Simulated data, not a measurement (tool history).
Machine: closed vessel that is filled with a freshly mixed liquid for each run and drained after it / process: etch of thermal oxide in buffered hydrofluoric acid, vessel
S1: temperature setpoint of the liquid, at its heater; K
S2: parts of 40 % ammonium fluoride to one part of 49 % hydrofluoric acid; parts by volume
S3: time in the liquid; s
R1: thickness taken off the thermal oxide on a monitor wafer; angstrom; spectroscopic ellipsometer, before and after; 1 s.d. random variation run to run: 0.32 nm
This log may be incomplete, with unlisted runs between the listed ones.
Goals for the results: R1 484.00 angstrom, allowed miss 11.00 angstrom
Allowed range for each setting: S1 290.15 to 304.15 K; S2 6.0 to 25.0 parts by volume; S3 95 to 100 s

run,day,S1,S2,S3,R1
1,0.000,296.15,15.5,95,704.28
2,0.067,296.15,17.0,95,644.11
3,0.154,296.15,17.0,100,669.15
4,0.442,296.15,19.5,100,588.95
5,0.729,296.15,15.5,100,727.72
6,0.908,298.15,15.5,100,818.16
7,1.212,295.65,16.5,100,674.15
8,1.333,294.15,16.5,100,623.91
9,1.412,293.15,16.5,100,592.28
10,1.467,292.15,16.5,100,555.37
11,1.750,291.65,16.5,100,546.60
12,1.796,291.15,16.5,100,531.05

Exercise: of the 5 proposed moves below, exactly one satisfies all targets within the stated allowed misses. Which move is it?
A,1.842,290.15,14.0,100,?
B,1.842,292.65,16.5,100,?
C,1.842,294.65,18.5,100,?
D,1.842,292.15,18.0,95,?
E,1.842,295.15,17.0,95,?

move,R1
A,576.86
B,565.49
C,564.93
D,479.32
E,599.77
A: moves away from the targets compared with the last run
B: moves away from the targets compared with the last run
C: moves away from the targets compared with the last run
D: meets every target
E: moves away from the targets compared with the last run
The right move is D.
